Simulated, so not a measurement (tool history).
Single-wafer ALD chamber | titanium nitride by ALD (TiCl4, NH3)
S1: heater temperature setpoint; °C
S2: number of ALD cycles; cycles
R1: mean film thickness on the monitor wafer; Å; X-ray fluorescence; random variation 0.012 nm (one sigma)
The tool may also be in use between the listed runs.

Run 1, day 0: S1 380 °C, S2 127 cycles, NH3 pulse time (s) 2.98. Result: R1 28.295 Å.
Run 2, day 0.104: S1 377 °C, S2 127 cycles, NH3 pulse time (s) 2.7. Result: R1 28.079 Å.
Run 3, day 0.462: S1 387 °C, S2 127 cycles, NH3 pulse time (s) 2.7. Result: R1 28.12 Å.
Run 4, day 0.525: S1 387 °C, S2 127 cycles, NH3 pulse time (s) 2.7. Result: R1 28.062 Å.
Run 5, day 0.817: S1 387 °C, S2 131 cycles, NH3 pulse time (s) 2.7. Result: R1 28.954 Å.
Run 6, day 1.175: S1 387 °C, S2 131 cycles, NH3 pulse time (s) 3.43. Result: R1 29.189 Å.
Run 7, day 1.5: S1 389 °C, S2 130 cycles, NH3 pulse time (s) 3.09. Result: R1 29.11 Å.
Run 8, day 1.588: S1 384 °C, S2 130 cycles, NH3 pulse time (s) 2.8. Result: R1 28.825 Å.
Run 9, day 1.779: S1 382 °C, S2 130 cycles, NH3 pulse time (s) 2.55. Result: R1 28.764 Å.
Run 10, day 1.988: S1 385 °C, S2 130 cycles, NH3 pulse time (s) 2.33. Result: R1 28.856 Å.
Run 11, day 2.042: S1 373 °C, S2 127 cycles, NH3 pulse time (s) 1.38. Result: R1 26.21 Å.
Run 12, day 2.279: S1 372 °C, S2 127 cycles, NH3 pulse time (s) 1.33. Result: R1 25.959 Å.

Forecast run 13:
Run 13, day 2.475: S1 368 °C, S2 127 cycles, NH3 pulse time (s) 1.07. Result: R1 ?.

{"run 13": {"R1": 25.047}}
